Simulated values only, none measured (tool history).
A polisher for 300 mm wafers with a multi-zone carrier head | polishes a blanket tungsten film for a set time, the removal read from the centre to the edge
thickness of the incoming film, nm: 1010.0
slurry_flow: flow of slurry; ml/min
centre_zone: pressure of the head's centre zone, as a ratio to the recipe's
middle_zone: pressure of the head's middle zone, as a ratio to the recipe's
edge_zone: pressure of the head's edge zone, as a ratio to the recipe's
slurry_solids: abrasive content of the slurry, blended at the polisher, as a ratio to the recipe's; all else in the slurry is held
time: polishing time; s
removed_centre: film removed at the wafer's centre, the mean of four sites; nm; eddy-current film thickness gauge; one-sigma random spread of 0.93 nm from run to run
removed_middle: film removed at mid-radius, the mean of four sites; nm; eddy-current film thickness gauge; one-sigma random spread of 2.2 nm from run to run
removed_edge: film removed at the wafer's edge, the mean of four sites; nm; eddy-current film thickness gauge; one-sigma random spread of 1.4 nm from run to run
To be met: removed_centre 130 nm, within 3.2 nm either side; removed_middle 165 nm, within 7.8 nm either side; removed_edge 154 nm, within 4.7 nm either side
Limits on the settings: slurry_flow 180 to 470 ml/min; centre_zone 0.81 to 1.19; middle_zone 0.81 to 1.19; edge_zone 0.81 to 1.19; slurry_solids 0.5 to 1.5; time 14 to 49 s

run 1 day=0 | slurry_flow=300 centre_zone=1 middle_zone=1 edge_zone=1 slurry_solids=1 time=31 | removed_centre=158.12 removed_middle=150.69 removed_edge=159.75
run 2 day=0.154 | slurry_flow=295 centre_zone=0.98 middle_zone=1.01 edge_zone=1 slurry_solids=1 time=31 | removed_centre=153.11 removed_middle=157.49 removed_edge=160.68
run 3 day=0.238 | slurry_flow=290 centre_zone=0.97 middle_zone=1.01 edge_zone=0.99 slurry_solids=1 time=31 | removed_centre=150.77 removed_middle=153.93 removed_edge=160.78
run 4 day=0.483 | slurry_flow=350 centre_zone=0.97 middle_zone=1.01 edge_zone=0.99 slurry_solids=1 time=31 | removed_centre=156.61 removed_middle=154.92 removed_edge=163.02
run 5 day=0.675 | slurry_flow=350 centre_zone=0.97 middle_zone=1.01 edge_zone=0.99 slurry_solids=1 time=36 | removed_centre=178.59 removed_middle=187.96 removed_edge=186.54
run 6 day=0.783 | slurry_flow=345 centre_zone=0.95 middle_zone=1.01 edge_zone=0.97 slurry_solids=0.95 time=36 | removed_centre=174.74 removed_middle=178.02 removed_edge=180.57
run 7 day=0.983 | slurry_flow=335 centre_zone=0.93 middle_zone=1.02 edge_zone=0.97 slurry_solids=0.9 time=36 | removed_centre=169.6 removed_middle=177.44 removed_edge=180.65
run 8 day=1.362 | slurry_flow=325 centre_zone=0.92 middle_zone=1.04 edge_zone=0.96 slurry_solids=0.85 time=36 | removed_centre=165.68 removed_middle=177.43 removed_edge=178.43

Which of these 5 next moves meets every target?
run A day=1.742 | slurry_flow=285 centre_zone=0.9 middle_zone=1.19 edge_zone=0.91 slurry_solids=0.9 time=29 | removed_centre=? removed_middle=? removed_edge=?
run B day=1.742 | slurry_flow=265 centre_zone=0.88 middle_zone=0.98 edge_zone=1.04 slurry_solids=0.85 time=32 | removed_centre=? removed_middle=? removed_edge=?
run C day=1.742 | slurry_flow=255 centre_zone=0.83 middle_zone=1.13 edge_zone=0.96 slurry_solids=0.95 time=31 | removed_centre=? removed_middle=? removed_edge=?
run D day=1.742 | slurry_flow=295 centre_zone=0.83 middle_zone=0.86 edge_zone=1.1 slurry_solids=0.9 time=37 | removed_centre=? removed_middle=? removed_edge=?
run E day=1.742 | slurry_flow=305 centre_zone=0.9 middle_zone=1.03 edge_zone=0.97 slurry_solids=0.75 time=30 | removed_centre=? removed_middle=? removed_edge=?

move=A removed_centre=130.96 removed_middle=162.42 removed_edge=141.23
move=B removed_centre=138.94 removed_middle=149.23 removed_edge=163.82
move=C removed_centre=130.69 removed_middle=166.35 removed_edge=155.5
move=D removed_centre=156.14 removed_middle=158.14 removed_edge=198.8
move=E removed_centre=131.26 removed_middle=143.97 removed_edge=146.04
A: puts the biggest miss on target and leaves a different result outside tolerance
B: nearer than the last run, and not there yet
C: in spec on every target
D: nearer than the last run, and not there yet
E: puts the biggest miss on target and leaves a different result outside tolerance
Go with C: it meets all targets.
